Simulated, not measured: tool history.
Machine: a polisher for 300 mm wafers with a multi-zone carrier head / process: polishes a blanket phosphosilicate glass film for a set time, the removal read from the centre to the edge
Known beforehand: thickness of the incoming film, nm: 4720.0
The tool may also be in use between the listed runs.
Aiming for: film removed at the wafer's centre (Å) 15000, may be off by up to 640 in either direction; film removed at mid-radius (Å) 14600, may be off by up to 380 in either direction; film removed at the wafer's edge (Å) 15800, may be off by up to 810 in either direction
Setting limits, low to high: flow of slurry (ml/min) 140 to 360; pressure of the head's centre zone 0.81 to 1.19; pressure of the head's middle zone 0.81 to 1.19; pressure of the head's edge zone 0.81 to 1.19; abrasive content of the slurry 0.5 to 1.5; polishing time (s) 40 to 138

run	day	flow of slurry (ml/min)	pressure of the head's centre zone	pressure of the head's middle zone	pressure of the head's edge zone	abrasive content of the slurry	polishing time (s)	film removed at the wafer's centre (Å)	film removed at mid-radius (Å)	film removed at the wafer's edge (Å)
1	0	230	1	1	1	1	88	10715	11391	11176
2	0.233	230	1	1.05	1	1	88	10466	11873	11497
3	0.417	230	1	1.05	1	1.2	88	11572	12925	12212
4	0.546	230	1	1.12	1	1.2	88	11584	13549	12204
# day 0.758: slurry nozzle cleaned
5	0.758	230	1	1.12	1	1.2	74	10475	11953	10571
6	1.033	225	1.02	1.08	1.05	1.3	80	11742	12877	12238
7	1.317	225	1.04	1.07	1.09	1.35	82	12306	13404	12921
8	1.504	225	1.06	1.04	1.12	1.4	84	13014	13640	13741

Exactly one of the 4 candidate moves below puts every result within its allowed miss. Which one?
A	1.692	265	1.12	0.81	1.19	1.45	92	?	?	?
B	1.692	195	1.06	0.96	1.15	1.25	102	?	?	?
C	1.692	260	0.9	1.11	1.19	1.25	83	?	?	?
D	1.692	260	1.02	1.09	1.14	1.35	73	?	?	?

move	film removed at the wafer's centre (Å)	film removed at mid-radius (Å)	film removed at the wafer's edge (Å)
A	15317	12899	15585
B	14744	14815	15710
C	10480	13767	13231
D	10771	12300	11741
A: meets the target for the result that was furthest off, but another lies outside its allowed miss
B: meets every target
C: further off than the last run
D: further off than the last run
B is the move that brings every result within its allowed miss.

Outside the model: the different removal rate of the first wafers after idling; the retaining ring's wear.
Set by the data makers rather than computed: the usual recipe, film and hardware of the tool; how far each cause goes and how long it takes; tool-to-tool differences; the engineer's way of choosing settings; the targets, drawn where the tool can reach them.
